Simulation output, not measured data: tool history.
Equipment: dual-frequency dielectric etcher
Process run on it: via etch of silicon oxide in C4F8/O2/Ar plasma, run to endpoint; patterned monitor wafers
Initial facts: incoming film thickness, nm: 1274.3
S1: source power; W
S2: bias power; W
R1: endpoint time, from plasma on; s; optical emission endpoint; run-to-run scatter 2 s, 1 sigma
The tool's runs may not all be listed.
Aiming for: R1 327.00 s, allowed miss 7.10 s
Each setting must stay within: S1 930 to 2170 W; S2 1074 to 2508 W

| run | hour | S1 | S2 | R1 |
|---|---|---|---|---|
| 1 | 0.0 | 1550 | 1791 | 286.72 |
| 2 | 5.6 | 1500 | 1775 | 298.70 |
| 3 | 7.8 | 1500 | 1914 | 287.70 |
| 4 | 9.4 | 1670 | 1914 | 272.85 |
| 5 | 16.2 | 1610 | 1900 | 281.15 |
| 6 | 19.3 | 1860 | 1900 | 262.47 |
| 7 | 22.8 | 1770 | 1875 | 266.03 |
| 8 | 27.8 | 1700 | 1857 | 273.76 |
| 9 | 28.7 | 1640 | 1840 | 283.45 |
| 10 | 34.7 | 1330 | 1746 | 315.52 |
| 11 | 43.6 | 1320 | 1743 | 318.16 |
| 12 | 47.4 | 1310 | 1741 | 320.99 |

5 next moves are on the table. One of them brings every result within its allowed miss. Which?
| A | 51.2 | 1220 | 1798 | ? |
| B | 51.2 | 1400 | 1761 | ? |
| C | 51.2 | 1410 | 1726 | ? |
| D | 51.2 | 1510 | 1535 | ? |
| E | 51.2 | 1330 | 1922 | ? |

| move | R1 |
|---|---|
| A | 329.37 |
| B | 308.55 |
| C | 309.48 |
| D | 310.53 |
| E | 307.71 |
A: meets every target
B: lands further from the targets than the last run did
C: lands further from the targets than the last run did
D: lands further from the targets than the last run did
E: lands further from the targets than the last run did
Answer: A

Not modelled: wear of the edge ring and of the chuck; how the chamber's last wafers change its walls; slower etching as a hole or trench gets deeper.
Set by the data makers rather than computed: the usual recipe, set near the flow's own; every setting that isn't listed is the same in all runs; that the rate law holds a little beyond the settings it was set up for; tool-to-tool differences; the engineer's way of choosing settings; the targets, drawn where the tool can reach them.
